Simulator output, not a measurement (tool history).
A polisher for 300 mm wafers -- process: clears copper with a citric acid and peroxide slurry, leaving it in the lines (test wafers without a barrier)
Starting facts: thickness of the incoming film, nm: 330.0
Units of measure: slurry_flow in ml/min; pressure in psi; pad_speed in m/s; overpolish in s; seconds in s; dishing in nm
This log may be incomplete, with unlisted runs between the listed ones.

run	hour	slurry_flow	pressure	pad_speed	slurry_solids	overpolish	seconds	dishing
1	0.0	310	3.8	1.16	1.0	24	111.640	42.262
2	4.8	310	4.0	1.16	1.0	22	106.250	42.536
3	7.9	310	4.0	1.16	1.0	16	108.160	33.664
4	9.0	310	4.2	1.16	1.0	16	99.438	33.132
# hour 13.8: slurry blender recalibrated
5	13.8	310	4.2	1.16	1.0	13	95.600	27.991
6	19.0	310	4.3	1.16	1.0	15	94.316	33.978
7	22.0	310	4.3	1.16	1.0	15	92.684	34.147

For run 8, what comes out?
8	23.7	310	4.3	1.16	1.0	16	?	?

seconds: 92.684 s
dishing: 35.765 nm
